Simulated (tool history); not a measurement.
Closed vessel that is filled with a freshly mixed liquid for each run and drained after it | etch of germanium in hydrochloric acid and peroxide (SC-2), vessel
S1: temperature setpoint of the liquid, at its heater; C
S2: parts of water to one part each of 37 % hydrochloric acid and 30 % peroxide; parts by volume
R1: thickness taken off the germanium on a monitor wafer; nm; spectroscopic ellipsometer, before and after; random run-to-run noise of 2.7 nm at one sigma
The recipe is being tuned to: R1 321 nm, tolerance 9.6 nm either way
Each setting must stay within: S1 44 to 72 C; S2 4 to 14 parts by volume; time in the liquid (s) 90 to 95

{"run": 1, "day": 0.0, "S1": 60, "S2": 7.5, "time in the liquid (s)": 90, "R1": 380.67}
{"run": 2, "day": 0.233, "S1": 60, "S2": 6.5, "time in the liquid (s)": 90, "R1": 390.61}
{"run": 3, "day": 0.479, "S1": 59, "S2": 6.5, "time in the liquid (s)": 90, "R1": 375.11}
{"run": 4, "day": 0.717, "S1": 59, "S2": 6.5, "time in the liquid (s)": 95, "R1": 388.18}
{"run": 5, "day": 0.996, "S1": 59, "S2": 6.5, "time in the liquid (s)": 95, "R1": 396.13}
{"run": 6, "day": 1.242, "S1": 59, "S2": 6.5, "time in the liquid (s)": 90, "R1": 375.97}
{"run": 7, "day": 1.404, "S1": 58.5, "S2": 6.5, "time in the liquid (s)": 90, "R1": 367.99}
{"day": 1.538, "done": "thermometer replaced"}
{"run": 8, "day": 1.538, "S1": 53, "S2": 7, "time in the liquid (s)": 90, "R1": 292.47}
{"run": 9, "day": 1.888, "S1": 53.5, "S2": 7, "time in the liquid (s)": 90, "R1": 299}

Which single option among these 5 for the next run brings every result within its allowed miss of target? Just one does.
{"run": "A", "day": 2.238, "S1": 54.5, "S2": 7, "time in the liquid (s)": 95, "R1": "?"}
{"run": "B", "day": 2.238, "S1": 52.5, "S2": 7, "time in the liquid (s)": 90, "R1": "?"}
{"run": "C", "day": 2.238, "S1": 54, "S2": 8, "time in the liquid (s)": 90, "R1": "?"}
{"run": "D", "day": 2.238, "S1": 53, "S2": 9, "time in the liquid (s)": 90, "R1": "?"}
{"run": "E", "day": 2.238, "S1": 52.5, "S2": 5.5, "time in the liquid (s)": 90, "R1": "?"}

move=A R1=324.21
move=B R1=288.6
move=C R1=299.79
move=D R1=287.97
move=E R1=291.75
A: meets every target
B: lands further from the targets than the last run did
C: roughly where the last run was
D: lands further from the targets than the last run did
E: lands further from the targets than the last run did
A is the move that brings every result within its allowed miss.

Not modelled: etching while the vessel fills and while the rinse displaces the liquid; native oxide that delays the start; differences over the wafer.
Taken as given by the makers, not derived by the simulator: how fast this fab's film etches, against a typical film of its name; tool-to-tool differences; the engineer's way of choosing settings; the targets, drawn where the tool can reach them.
